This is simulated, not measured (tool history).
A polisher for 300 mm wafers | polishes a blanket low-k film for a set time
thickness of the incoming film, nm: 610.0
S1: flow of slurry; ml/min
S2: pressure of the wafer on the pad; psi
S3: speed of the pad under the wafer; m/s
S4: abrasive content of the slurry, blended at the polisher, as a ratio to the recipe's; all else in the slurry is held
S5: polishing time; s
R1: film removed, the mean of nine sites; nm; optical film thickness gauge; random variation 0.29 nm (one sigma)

run 1 hour=0.0 | S1=135 S2=2.1 S3=0.84 S4=1.00 S5=71 | R1=20.213
run 2 hour=7.1 | S1=135 S2=2.1 S3=0.84 S4=0.85 S5=71 | R1=19.063
run 3 hour=9.4 | S1=135 S2=2.1 S3=0.84 S4=0.85 S5=74 | R1=19.809
run 4 hour=13.1 | S1=145 S2=2.4 S3=0.88 S4=0.85 S5=74 | R1=23.830
run 5 hour=15.1 | S1=150 S2=2.6 S3=0.92 S4=0.85 S5=74 | R1=26.418
run 6 hour=16.6 | S1=150 S2=2.9 S3=0.92 S4=0.85 S5=74 | R1=29.966

Forecast run 7:
run 7 hour=19.2 | S1=155 S2=3.0 S3=0.96 S4=0.85 S5=74 | R1=?

{"run 7": {"R1": 31.738}}
